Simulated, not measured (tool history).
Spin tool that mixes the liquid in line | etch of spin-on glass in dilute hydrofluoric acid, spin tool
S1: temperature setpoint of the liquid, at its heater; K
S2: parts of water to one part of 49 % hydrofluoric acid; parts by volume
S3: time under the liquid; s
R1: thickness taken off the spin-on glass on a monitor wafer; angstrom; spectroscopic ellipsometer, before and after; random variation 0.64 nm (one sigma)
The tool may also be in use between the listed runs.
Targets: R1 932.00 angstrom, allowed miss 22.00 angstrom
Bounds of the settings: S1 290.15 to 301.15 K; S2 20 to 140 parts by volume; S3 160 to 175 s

run  hour      S1  S2   S3       R1
  1   0.0  293.15  75  160   401.92
  2   3.4  294.15  70  160   452.49
  3  10.8  294.15  70  160   448.15
  4  15.2  295.15  65  160   507.04
  5  17.7  295.65  60  160   568.59
  6  19.7  296.15  60  160   585.81
  7  25.2  296.65  60  160   593.09
  8  27.4  297.15  60  160   608.62
  9  34.3  301.15  40  160  1091.70
 10  35.1  300.65  40  160  1066.80
 11  41.0  300.15  40  160  1052.60
 12  45.4  299.65  40  160  1035.40
 13  47.6  298.15  40  160   959.42

4 next moves are on the table. One of them brings every result within its allowed miss. Which?
  A  49.8  297.65  40  165   ?
  B  49.8  298.15  45  175   ?
  C  49.8  299.15  45  160   ?
  D  49.8  299.65  45  175   ?

move      R1
   A  979.90
   B  936.62
   C  892.03
   D  995.67
A: further off than the last run
B: meets every target
C: takes the result that was furthest off past its target
D: further off than the last run
The right move is B.
